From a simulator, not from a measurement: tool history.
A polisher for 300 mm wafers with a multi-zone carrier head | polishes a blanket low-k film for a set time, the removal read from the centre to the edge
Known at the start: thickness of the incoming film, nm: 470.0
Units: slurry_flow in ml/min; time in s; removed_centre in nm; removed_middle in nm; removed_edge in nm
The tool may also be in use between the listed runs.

run    day  slurry_flow  centre_zone  middle_zone  edge_zone  slurry_solids  time  removed_centre  removed_middle  removed_edge
  1  0.000          290         1.00         1.00       1.00           1.00    44          16.483          15.965        16.324
  2  0.271          240         1.00         1.00       1.00           1.00    44          15.940          15.504        16.171
  3  0.600          240         1.02         0.99       1.02           1.05    45          17.056          15.881        16.815
  4  0.667          240         0.97         0.99       1.02           1.05    45          15.990          15.913        17.320
  5  0.875          240         0.97         0.93       1.02           1.05    45          15.966          15.347        17.289
  6  1.004          240         0.99         0.92       1.03           1.10    46          16.773          15.890        17.817
  7  1.267          230         1.01         0.91       1.05           1.15    47          17.977          16.085        18.585
  8  1.333          230         1.02         0.91       1.06           1.20    48          18.936          16.654        19.341
  9  1.562          230         1.03         0.91       1.07           1.25    49          19.816          17.094        20.305
 10  1.621          230         1.03         0.91       1.07           1.25    49          19.764          16.969        20.171
 11  1.988          235         1.04         0.92       1.08           1.30    50          20.532          18.198        21.034

Forecast run 12:
 12  2.012          235         1.05         0.91       1.09           1.35    51               ?               ?             ?

Run 12 gave removed_centre 21.566 nm, removed_middle 18.547 nm, removed_edge 21.507 nm.
